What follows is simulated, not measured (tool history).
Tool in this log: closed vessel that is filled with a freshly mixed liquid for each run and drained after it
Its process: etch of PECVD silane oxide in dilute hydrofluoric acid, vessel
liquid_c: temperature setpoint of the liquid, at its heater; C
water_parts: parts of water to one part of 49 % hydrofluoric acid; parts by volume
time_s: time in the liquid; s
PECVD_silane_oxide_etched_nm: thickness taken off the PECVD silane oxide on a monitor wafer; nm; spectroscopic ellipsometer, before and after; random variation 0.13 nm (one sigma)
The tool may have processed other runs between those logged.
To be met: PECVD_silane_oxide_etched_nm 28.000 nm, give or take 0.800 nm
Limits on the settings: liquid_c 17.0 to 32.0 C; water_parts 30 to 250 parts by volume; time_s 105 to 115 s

run  hour  liquid_c  water_parts  time_s  PECVD_silane_oxide_etched_nm
  1   0.0      24.0          140     105                        36.702
  2   7.0      24.0          140     115                        40.756
  3  11.5      24.0          120     115                        48.273
  4  16.5      22.5          120     115                        45.590
  5  23.6      22.5          100     115                        55.594
  6  29.0      25.5          100     115                        62.809
  7  33.1      23.5          110     115                        52.388
  8  34.2      22.0          120     115                        44.541

Of the 4 settings listed for the next run, only one would bring every result within its allowed miss of target. Which one?
  A  35.3      22.0          165     110                             ?
  B  35.3      22.0          165     105                             ?
  C  35.3      19.5          145     105                             ?
  D  35.3      24.5          175     110                             ?

move  PECVD_silane_oxide_etched_nm
   A                        29.601
   B                        28.255
   C                        29.758
   D                        30.357
A: better than the last run, though not everything is in spec
B: all results land within tolerance of their targets
C: better than the last run, though not everything is in spec
D: better than the last run, though not everything is in spec
Correct choice: B, which meets every target
